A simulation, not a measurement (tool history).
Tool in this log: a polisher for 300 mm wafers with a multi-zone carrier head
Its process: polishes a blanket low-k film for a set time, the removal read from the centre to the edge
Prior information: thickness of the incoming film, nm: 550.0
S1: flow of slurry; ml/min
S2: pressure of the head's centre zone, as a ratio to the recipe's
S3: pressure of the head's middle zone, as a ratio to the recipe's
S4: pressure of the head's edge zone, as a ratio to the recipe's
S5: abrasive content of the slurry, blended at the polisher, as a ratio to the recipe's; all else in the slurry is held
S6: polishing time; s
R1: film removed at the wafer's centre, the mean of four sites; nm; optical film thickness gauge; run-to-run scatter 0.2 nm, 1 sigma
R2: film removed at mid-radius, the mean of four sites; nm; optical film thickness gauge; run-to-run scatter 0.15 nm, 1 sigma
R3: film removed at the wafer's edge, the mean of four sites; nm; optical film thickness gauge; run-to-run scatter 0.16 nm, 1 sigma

run	hour	S1	S2	S3	S4	S5	S6	R1	R2	R3
1	0.0	305	1.00	1.00	1.00	1.00	80	27.266	27.271	27.220
2	7.0	305	0.98	0.99	0.97	0.85	72	21.787	21.056	21.488
3	12.2	270	0.98	0.99	0.97	0.85	72	20.983	21.171	22.001
4	18.7	270	0.98	1.07	0.97	0.85	72	21.039	23.025	21.265
5	27.2	280	0.96	1.06	0.94	0.75	69	17.573	19.606	18.035
6	29.5	295	0.95	1.03	0.90	0.70	69	16.353	17.692	16.833

Run 7 is up next; what results do you expect?
7	32.9	305	0.95	1.02	0.87	0.65	69	?	?	?

R1: 15.455 nm
R2: 15.972 nm
R3: 14.945 nm
